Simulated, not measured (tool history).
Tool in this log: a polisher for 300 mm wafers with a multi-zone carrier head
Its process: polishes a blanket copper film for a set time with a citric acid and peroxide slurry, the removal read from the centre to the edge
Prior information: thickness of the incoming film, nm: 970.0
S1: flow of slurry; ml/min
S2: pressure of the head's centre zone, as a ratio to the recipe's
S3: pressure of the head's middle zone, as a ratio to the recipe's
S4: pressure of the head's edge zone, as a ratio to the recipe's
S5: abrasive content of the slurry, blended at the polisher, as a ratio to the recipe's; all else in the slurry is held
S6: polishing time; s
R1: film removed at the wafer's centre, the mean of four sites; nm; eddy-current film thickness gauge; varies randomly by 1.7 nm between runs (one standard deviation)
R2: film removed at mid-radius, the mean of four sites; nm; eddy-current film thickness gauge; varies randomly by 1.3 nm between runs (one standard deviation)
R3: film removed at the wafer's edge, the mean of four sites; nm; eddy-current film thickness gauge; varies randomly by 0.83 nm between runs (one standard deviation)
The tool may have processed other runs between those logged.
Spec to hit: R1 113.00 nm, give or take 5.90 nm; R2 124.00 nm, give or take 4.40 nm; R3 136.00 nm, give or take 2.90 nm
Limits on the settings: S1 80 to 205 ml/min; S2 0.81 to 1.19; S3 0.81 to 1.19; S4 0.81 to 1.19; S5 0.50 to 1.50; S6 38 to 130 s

Run 1, day 0.000: S1 135 ml/min, S2 1.00, S3 1.00, S4 1.00, S5 1.00, S6 84 s. Result: R1 162.72 nm, R2 171.16 nm, R3 168.68 nm.
Run 2, day 0.108: S1 120 ml/min, S2 0.95, S3 0.95, S4 0.96, S5 0.85, S6 83 s. Result: R1 147.37 nm, R2 152.39 nm, R3 152.21 nm.
Run 3, day 0.188: S1 110 ml/min, S2 0.90, S3 0.93, S4 0.98, S5 0.75, S6 82 s. Result: R1 131.62 nm, R2 140.20 nm, R3 145.64 nm.
Run 4, day 0.262: S1 110 ml/min, S2 0.90, S3 0.93, S4 0.98, S5 0.75, S6 99 s. Result: R1 159.55 nm, R2 169.10 nm, R3 177.30 nm.
Run 5, day 0.500: S1 110 ml/min, S2 0.93, S3 0.93, S4 0.98, S5 0.75, S6 99 s. Result: R1 163.76 nm, R2 171.84 nm, R3 176.07 nm.
Run 6, day 0.662: S1 110 ml/min, S2 0.93, S3 0.88, S4 0.98, S5 0.75, S6 99 s. Result: R1 163.22 nm, R2 164.95 nm, R3 176.32 nm.
Run 7, day 0.912: S1 100 ml/min, S2 0.89, S3 0.88, S4 0.98, S5 0.65, S6 95 s. Result: R1 142.04 nm, R2 150.97 nm, R3 158.97 nm.
Run 8, day 1.104: S1 80 ml/min, S2 0.81, S3 0.81, S4 0.98, S5 0.50, S6 88 s. Result: R1 104.03 nm, R2 114.72 nm, R3 133.44 nm.

Which single option among these 4 for the next run brings every result within its allowed miss of target? Just one does.
Run A, day 1.296: S1 80 ml/min, S2 0.81, S3 0.81, S4 1.07, S5 0.50, S6 87 s. Result: R1 ?, R2 ?, R3 ?.
Run B, day 1.296: S1 80 ml/min, S2 0.88, S3 0.89, S4 1.01, S5 0.65, S6 84 s. Result: R1 ?, R2 ?, R3 ?.
Run C, day 1.296: S1 85 ml/min, S2 0.83, S3 0.81, S4 1.00, S5 0.55, S6 91 s. Result: R1 ?, R2 ?, R3 ?.
Run D, day 1.296: S1 130 ml/min, S2 0.82, S3 0.81, S4 1.09, S5 0.55, S6 82 s. Result: R1 ?, R2 ?, R3 ?.

move      R1      R2      R3
   A  100.59  114.82  136.34
   B  113.82  125.59  138.01
   C  113.17  125.68  143.78
   D  113.41  125.59  144.73
A: about as far from the targets as the last run
B: every result lands within tolerance
C: brings the last run's worst result on target, with another outside its allowed miss
D: brings the last run's worst result on target, with another outside its allowed miss
B is the move that brings every result within its allowed miss.
